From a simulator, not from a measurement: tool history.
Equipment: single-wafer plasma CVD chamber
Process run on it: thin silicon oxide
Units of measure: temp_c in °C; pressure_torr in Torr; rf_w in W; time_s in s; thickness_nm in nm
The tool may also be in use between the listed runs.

run	day	temp_c	pressure_torr	rf_w	time_s	thickness_nm
1	0	390	0.995	220	7.02	13.404
2	0.1	390	1.046	220	7.02	13.803
3	0.329	390	1.091	220	7.02	14
4	0.654	390	1.139	220	7.02	14.521
5	0.962	390	1.139	190	7.02	13.3
6	1.25	390	1.204	190	7.02	13.854
7	1.483	390	1.251	190	7.02	14.036

Expected results for the next run?
8	1.783	390	1.286	195	7.03	?

For run 8 the tool returned thickness_nm 14.519 nm.
